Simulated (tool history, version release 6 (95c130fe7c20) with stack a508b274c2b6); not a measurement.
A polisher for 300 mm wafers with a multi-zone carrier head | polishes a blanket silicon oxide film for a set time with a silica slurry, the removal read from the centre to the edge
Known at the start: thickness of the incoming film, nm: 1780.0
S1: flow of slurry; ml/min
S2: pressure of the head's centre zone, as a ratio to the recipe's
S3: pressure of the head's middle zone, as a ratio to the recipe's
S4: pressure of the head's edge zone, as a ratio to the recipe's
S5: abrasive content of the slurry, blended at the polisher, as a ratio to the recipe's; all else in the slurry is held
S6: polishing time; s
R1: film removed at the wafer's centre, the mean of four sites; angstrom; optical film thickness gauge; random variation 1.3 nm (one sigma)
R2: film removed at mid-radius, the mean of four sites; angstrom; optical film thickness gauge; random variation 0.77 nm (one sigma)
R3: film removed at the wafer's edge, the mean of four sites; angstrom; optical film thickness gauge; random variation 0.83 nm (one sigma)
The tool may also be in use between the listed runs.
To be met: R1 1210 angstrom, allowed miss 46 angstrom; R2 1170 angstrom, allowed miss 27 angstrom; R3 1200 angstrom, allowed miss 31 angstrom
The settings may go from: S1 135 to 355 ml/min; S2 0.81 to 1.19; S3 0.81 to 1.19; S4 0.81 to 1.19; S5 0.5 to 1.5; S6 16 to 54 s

run	day	S1	S2	S3	S4	S5	S6	R1	R2	R3
1	0	225	1	1	1	1	35	1398.8	1400.8	1387.7
2	0.229	210	0.98	0.97	0.95	0.95	35	1321.2	1314.2	1315.8
3	0.558	210	0.98	0.97	0.95	1.15	35	1453.4	1441.5	1427.1
4	0.692	210	0.98	0.97	0.95	1.15	39	1608.5	1593.1	1587.2
5	1.008	210	0.98	0.97	0.95	1.15	35	1428.5	1418.8	1434
6	1.321	200	0.97	0.95	0.92	1.05	35	1361.3	1368.4	1337.9
7	1.688	190	0.96	0.91	0.91	1	35	1312.8	1270.1	1297.7
8	1.792	180	0.95	0.89	0.89	1	35	1294.4	1244.5	1278.3
9	2.008	175	0.94	0.88	0.87	1	35	1253.5	1221.9	1269.2
10	2.333	170	0.94	0.88	0.85	1	35	1247.7	1216.3	1272
11	2.471	175	0.95	0.88	0.85	0.95	35	1267.6	1201.6	1234

Which of these 5 next moves meets every target?
A	2.608	200	0.94	0.88	0.87	1.05	32	?	?	?
B	2.608	175	0.9	0.91	0.91	1	35	?	?	?
C	2.608	195	0.93	0.81	0.86	1	35	?	?	?
D	2.608	215	0.89	0.89	0.81	1.2	32	?	?	?
E	2.608	185	0.96	0.84	0.83	1.05	35	?	?	?

move	R1	R2	R3
A	1200.3	1156.6	1202.7
B	1212.7	1246	1296.5
C	1270.1	1163.6	1281.1
D	1219.8	1240.5	1235.6
E	1318.8	1208.2	1277.6
A: meets every target
B: brings the result that was furthest off to its target, and leaves another outside
C: further off than the last run
D: brings the result that was furthest off to its target, and leaves another outside
E: further off than the last run
Move A is the one to make.
